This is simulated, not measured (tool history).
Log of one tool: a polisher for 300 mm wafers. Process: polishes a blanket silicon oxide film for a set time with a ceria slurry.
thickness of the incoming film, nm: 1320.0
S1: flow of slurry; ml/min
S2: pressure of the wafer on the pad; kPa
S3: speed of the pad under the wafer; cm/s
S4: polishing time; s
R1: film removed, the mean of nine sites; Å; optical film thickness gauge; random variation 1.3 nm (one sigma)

run	hour	S1	S2	S3	S4	R1
1	0	140	24.8	106	23	1301.8
2	4.4	140	29.6	106	23	1576.5
3	8.4	105	29.6	106	23	1471.5
4	12.9	125	30.3	106	23	1562.4
5	18.4	125	30.3	106	20	1358.6
6	21.7	125	30.3	128	20	1606.6
7	23.6	140	31	128	20	1685.5
8	24.5	155	31	128	20	1722.6

Run 9 comes next. What will it give?
9	25.3	165	31.7	128	20	?

{"run 9": {"R1": 1763.7}}
